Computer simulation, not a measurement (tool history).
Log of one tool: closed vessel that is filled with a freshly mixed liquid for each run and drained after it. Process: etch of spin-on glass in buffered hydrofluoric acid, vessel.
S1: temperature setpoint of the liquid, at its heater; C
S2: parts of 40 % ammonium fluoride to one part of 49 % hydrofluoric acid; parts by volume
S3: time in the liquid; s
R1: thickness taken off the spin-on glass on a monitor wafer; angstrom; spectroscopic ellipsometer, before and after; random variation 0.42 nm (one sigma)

run	day	S1	S2	S3	R1
1	0.000	21.0	17.5	85	2276.1
2	0.212	21.0	13.5	85	2946.5
3	0.558	21.0	13.5	90	3098.8
4	0.908	23.5	13.5	90	3590.6
5	1.054	23.5	10.5	90	4565.6
6	1.175	23.5	10.5	90	4579.4
7	1.312	19.5	16.0	90	2432.9
8	1.612	18.5	18.5	90	1992.6

Forecast run 9:
9	1.867	18.0	20.0	90	?

R1: 1789.4 angstrom
